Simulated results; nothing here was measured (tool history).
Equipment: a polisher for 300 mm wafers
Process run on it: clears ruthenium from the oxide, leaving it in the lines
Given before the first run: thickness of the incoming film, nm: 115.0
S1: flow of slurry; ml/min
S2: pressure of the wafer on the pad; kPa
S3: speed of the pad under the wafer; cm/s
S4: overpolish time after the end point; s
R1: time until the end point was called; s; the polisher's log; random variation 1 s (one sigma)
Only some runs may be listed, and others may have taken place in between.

{"run": 1, "hour": 0.0, "S1": 315, "S2": 9.0, "S3": 98, "S4": 35, "R1": 179.94}
{"run": 2, "hour": 5.7, "S1": 385, "S2": 9.0, "S3": 98, "S4": 35, "R1": 179.62}
{"run": 3, "hour": 9.1, "S1": 385, "S2": 10.3, "S3": 98, "S4": 35, "R1": 156.2}
{"run": 4, "hour": 13.4, "S1": 385, "S2": 11.7, "S3": 98, "S4": 35, "R1": 143.5}
{"run": 5, "hour": 19.3, "S1": 385, "S2": 12.4, "S3": 100, "S4": 35, "R1": 132.72}
{"run": 6, "hour": 22.7, "S1": 385, "S2": 13.1, "S3": 102, "S4": 35, "R1": 124.22}
{"run": 7, "hour": 30.0, "S1": 385, "S2": 13.8, "S3": 104, "S4": 35, "R1": 115.51}

The next listed run, before its measurement:
{"run": 8, "hour": 35.0, "S1": 385, "S2": 14.5, "S3": 104, "S4": 35, "R1": "?"}

Run 8 measured R1 113.36 s.
